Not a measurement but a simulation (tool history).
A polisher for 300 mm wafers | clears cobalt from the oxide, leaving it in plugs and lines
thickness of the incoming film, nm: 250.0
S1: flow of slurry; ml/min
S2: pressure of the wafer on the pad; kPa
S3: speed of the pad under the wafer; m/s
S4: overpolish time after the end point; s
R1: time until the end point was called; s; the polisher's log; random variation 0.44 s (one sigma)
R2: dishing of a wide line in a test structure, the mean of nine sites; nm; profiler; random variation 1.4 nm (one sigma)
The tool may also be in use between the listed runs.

{"run": 1, "hour": 0.0, "S1": 205, "S2": 16.5, "S3": 0.96, "S4": 16, "R1": 38.545, "R2": 54.008}
{"run": 2, "hour": 6.1, "S1": 205, "S2": 16.5, "S3": 1.16, "S4": 16, "R1": 32.622, "R2": 57.632}
{"run": 3, "hour": 7.3, "S1": 205, "S2": 18.6, "S3": 1.16, "S4": 16, "R1": 29.042, "R2": 60.494}
{"run": 4, "hour": 12.5, "S1": 250, "S2": 18.6, "S3": 1.16, "S4": 16, "R1": 28.276, "R2": 62.424}
{"run": 5, "hour": 15.6, "S1": 250, "S2": 18.6, "S3": 0.96, "S4": 16, "R1": 33.314, "R2": 57.304}
{"run": 6, "hour": 20.1, "S1": 250, "S2": 21.4, "S3": 0.96, "S4": 16, "R1": 28.936, "R2": 60.277}
{"run": 7, "hour": 21.5, "S1": 245, "S2": 20, "S3": 0.96, "S4": 17, "R1": 31.042, "R2": 60.042}
{"run": 8, "hour": 27.9, "S1": 240, "S2": 18.6, "S3": 0.96, "S4": 18, "R1": 33.788, "R2": 59.001}

Run 9 comes next. What will it give?
{"run": 9, "hour": 35.5, "S1": 220, "S2": 14.5, "S3": 0.94, "S4": 26, "R1": "?", "R2": "?"}

Run 9 gave R1 44.093 s, R2 62.905 nm.
